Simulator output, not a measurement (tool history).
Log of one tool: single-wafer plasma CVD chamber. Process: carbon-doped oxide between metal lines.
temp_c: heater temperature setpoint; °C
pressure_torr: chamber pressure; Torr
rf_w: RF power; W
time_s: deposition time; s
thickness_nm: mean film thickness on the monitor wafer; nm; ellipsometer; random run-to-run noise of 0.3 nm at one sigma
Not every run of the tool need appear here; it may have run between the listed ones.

run    day  temp_c  pressure_torr  rf_w  time_s  thickness_nm
  1  0.000     365           5.65   435   10.72        55.638
  2  0.050     365           5.65   375   10.72        49.211
  3  0.308     365           6.06   375   10.72        49.138
  4  0.600     365           6.06   315   10.72        42.155
  5  0.917     365           5.65   315   10.72        42.163
  6  0.954     364           5.71   325   10.73        43.416
  7  1.179     353           6.84   395   10.79        54.030
  8  1.371     354           6.77   395   10.79        53.837
  9  1.667     355           6.70   395   10.79        53.383
 10  1.938     356           6.65   395   10.79        53.490

For run 11, what comes out?
 11  2.050     356           6.65   395   10.79             ?

{"run 11": {"thickness_nm": 53.85}}
